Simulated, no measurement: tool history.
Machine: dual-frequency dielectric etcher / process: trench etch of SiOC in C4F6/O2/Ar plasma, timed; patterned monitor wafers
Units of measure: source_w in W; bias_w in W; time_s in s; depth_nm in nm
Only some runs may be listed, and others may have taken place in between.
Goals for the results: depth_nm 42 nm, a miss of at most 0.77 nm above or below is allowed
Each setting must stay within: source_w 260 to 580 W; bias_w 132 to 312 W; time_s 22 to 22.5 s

{"run": 1, "day": 0.0, "source_w": 420, "bias_w": 222, "time_s": 22, "depth_nm": 46.486}
{"run": 2, "day": 0.283, "source_w": 420, "bias_w": 243, "time_s": 22, "depth_nm": 48.407}
{"run": 3, "day": 0.462, "source_w": 380, "bias_w": 239, "time_s": 22, "depth_nm": 46.324}
{"run": 4, "day": 0.817, "source_w": 380, "bias_w": 259, "time_s": 22, "depth_nm": 47.784}
{"run": 5, "day": 1.017, "source_w": 350, "bias_w": 252, "time_s": 22, "depth_nm": 45.626}
{"run": 6, "day": 1.054, "source_w": 330, "bias_w": 250, "time_s": 22, "depth_nm": 44.101}
{"run": 7, "day": 1.104, "source_w": 320, "bias_w": 249, "time_s": 22, "depth_nm": 43.613}
{"day": 1.212, "done": "bias power generator calibrated"}
{"run": 8, "day": 1.212, "source_w": 320, "bias_w": 249, "time_s": 22, "depth_nm": 44.495}
{"run": 9, "day": 1.512, "source_w": 260, "bias_w": 241, "time_s": 22, "depth_nm": 40.51}
{"run": 10, "day": 1.533, "source_w": 270, "bias_w": 242, "time_s": 22, "depth_nm": 40.819}

Of the 4 settings listed for the next run, only one would bring every result within its allowed miss of target. Which one?
{"run": "A", "day": 1.554, "source_w": 300, "bias_w": 216, "time_s": 22, "depth_nm": "?"}
{"run": "B", "day": 1.554, "source_w": 260, "bias_w": 250, "time_s": 22.5, "depth_nm": "?"}
{"run": "C", "day": 1.554, "source_w": 260, "bias_w": 222, "time_s": 22.5, "depth_nm": "?"}
{"run": "D", "day": 1.554, "source_w": 260, "bias_w": 235, "time_s": 22.5, "depth_nm": "?"}

move=A depth_nm=40.991
move=B depth_nm=41.987
move=C depth_nm=39.986
move=D depth_nm=40.932
A: closes in on the targets versus the last run, not all within tolerance yet
B: each result inside its tolerance
C: the biggest miss grows against the last run
D: closes in on the targets versus the last run, not all within tolerance yet
The move that meets every target is B.
